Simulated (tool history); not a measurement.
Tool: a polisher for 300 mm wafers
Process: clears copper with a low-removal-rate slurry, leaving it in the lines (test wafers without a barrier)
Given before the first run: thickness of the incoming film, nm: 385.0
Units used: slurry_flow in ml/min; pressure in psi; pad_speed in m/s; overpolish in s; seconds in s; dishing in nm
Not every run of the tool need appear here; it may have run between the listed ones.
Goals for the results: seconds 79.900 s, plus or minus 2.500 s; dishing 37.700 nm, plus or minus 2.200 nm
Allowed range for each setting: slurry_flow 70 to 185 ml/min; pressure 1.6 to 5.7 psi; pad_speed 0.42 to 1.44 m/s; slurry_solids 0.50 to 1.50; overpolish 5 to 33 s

run	hour	slurry_flow	pressure	pad_speed	slurry_solids	overpolish	seconds	dishing
1	0.0	120	3.6	0.92	1.00	17	128.570	25.531
2	4.4	120	3.6	0.92	0.90	17	129.680	25.640
3	11.2	125	3.9	0.92	0.90	17	120.060	25.287
4	15.9	125	3.9	0.80	0.90	17	138.850	24.937
5	18.4	150	3.9	0.80	0.90	17	132.580	25.463
6	20.8	150	3.9	0.88	0.90	17	120.200	26.499
7	23.3	165	4.9	0.88	0.90	21	99.205	31.950
8	27.3	165	5.1	0.88	0.90	22	95.837	33.952
9	30.7	165	5.2	0.88	0.90	22	94.265	33.726
10	33.3	165	5.3	0.90	0.90	22	90.588	34.209
11	38.6	165	5.4	0.90	0.90	22	89.233	32.981
12	46.8	165	5.5	0.90	0.90	22	88.759	35.208
13	51.2	170	5.6	0.92	0.90	22	85.434	35.284

4 next moves are on the table. One of them brings every result within its allowed miss. Which?
A	55.6	185	5.7	1.00	0.90	24	?	?
B	55.6	175	5.5	0.88	0.85	27	?	?
C	55.6	150	5.5	1.08	1.00	23	?	?
D	55.6	185	4.7	1.16	0.80	30	?	?

move	seconds	dishing
A	76.924	37.943
B	91.386	37.361
C	74.731	37.762
D	79.695	39.157
A: takes the result that was furthest off past its target
B: further off than the last run
C: takes the result that was furthest off past its target
D: every result within its allowed miss
So the answer is move D, the one that meets all the targets.
